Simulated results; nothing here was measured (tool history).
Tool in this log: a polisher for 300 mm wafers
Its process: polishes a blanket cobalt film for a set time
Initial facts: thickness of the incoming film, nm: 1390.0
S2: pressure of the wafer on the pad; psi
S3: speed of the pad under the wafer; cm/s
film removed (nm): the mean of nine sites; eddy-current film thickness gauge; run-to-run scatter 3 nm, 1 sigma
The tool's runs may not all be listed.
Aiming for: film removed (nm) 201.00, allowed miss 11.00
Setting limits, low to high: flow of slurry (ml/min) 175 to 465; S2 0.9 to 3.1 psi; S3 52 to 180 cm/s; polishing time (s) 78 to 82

{"run": 1, "hour": 0.0, "flow of slurry (ml/min)": 295, "S2": 2.0, "S3": 116, "polishing time (s)": 78, "film removed (nm)": 365.81}
{"run": 2, "hour": 8.3, "flow of slurry (ml/min)": 295, "S2": 1.8, "S3": 114, "polishing time (s)": 78, "film removed (nm)": 325.29}
{"run": 3, "hour": 12.4, "flow of slurry (ml/min)": 360, "S2": 1.8, "S3": 114, "polishing time (s)": 78, "film removed (nm)": 330.04}
{"run": 4, "hour": 17.4, "flow of slurry (ml/min)": 360, "S2": 2.1, "S3": 114, "polishing time (s)": 78, "film removed (nm)": 394.35}
{"run": 5, "hour": 24.2, "flow of slurry (ml/min)": 395, "S2": 2.1, "S3": 114, "polishing time (s)": 78, "film removed (nm)": 387.43}
{"run": 6, "hour": 31.7, "flow of slurry (ml/min)": 360, "S2": 2.1, "S3": 114, "polishing time (s)": 78, "film removed (nm)": 388.65}
{"run": 7, "hour": 36.1, "flow of slurry (ml/min)": 360, "S2": 1.9, "S3": 112, "polishing time (s)": 78, "film removed (nm)": 347.44}
{"run": 8, "hour": 43.5, "flow of slurry (ml/min)": 360, "S2": 1.7, "S3": 110, "polishing time (s)": 78, "film removed (nm)": 316.17}
{"run": 9, "hour": 46.7, "flow of slurry (ml/min)": 360, "S2": 1.7, "S3": 110, "polishing time (s)": 78, "film removed (nm)": 302.3}
{"run": 10, "hour": 49.6, "flow of slurry (ml/min)": 360, "S2": 1.6, "S3": 110, "polishing time (s)": 78, "film removed (nm)": 293.84}
{"run": 11, "hour": 52.0, "flow of slurry (ml/min)": 360, "S2": 1.5, "S3": 108, "polishing time (s)": 78, "film removed (nm)": 272.49}
{"run": 12, "hour": 59.2, "flow of slurry (ml/min)": 360, "S2": 1.4, "S3": 108, "polishing time (s)": 78, "film removed (nm)": 252.3}
{"run": 13, "hour": 62.8, "flow of slurry (ml/min)": 360, "S2": 1.3, "S3": 108, "polishing time (s)": 78, "film removed (nm)": 233.07}
{"run": 14, "hour": 68.2, "flow of slurry (ml/min)": 360, "S2": 1.2, "S3": 108, "polishing time (s)": 78, "film removed (nm)": 214.36}

Which single option among these 4 for the next run brings every result within its allowed miss of target? Just one does.
{"run": "A", "hour": 73.6, "flow of slurry (ml/min)": 435, "S2": 1.4, "S3": 94, "polishing time (s)": 82, "film removed (nm)": "?"}
{"run": "B", "hour": 73.6, "flow of slurry (ml/min)": 385, "S2": 1.3, "S3": 104, "polishing time (s)": 82, "film removed (nm)": "?"}
{"run": "C", "hour": 73.6, "flow of slurry (ml/min)": 365, "S2": 1.5, "S3": 90, "polishing time (s)": 80, "film removed (nm)": "?"}
{"run": "D", "hour": 73.6, "flow of slurry (ml/min)": 355, "S2": 1.1, "S3": 112, "polishing time (s)": 78, "film removed (nm)": "?"}

move=A film_removed_(nm)=232.31
move=B film_removed_(nm)=236.02
move=C film_removed_(nm)=228.53
move=D film_removed_(nm)=204.13
A: moves away from the targets compared with the last run
B: moves away from the targets compared with the last run
C: moves away from the targets compared with the last run
D: all results land within tolerance of their targets
The right move is D.
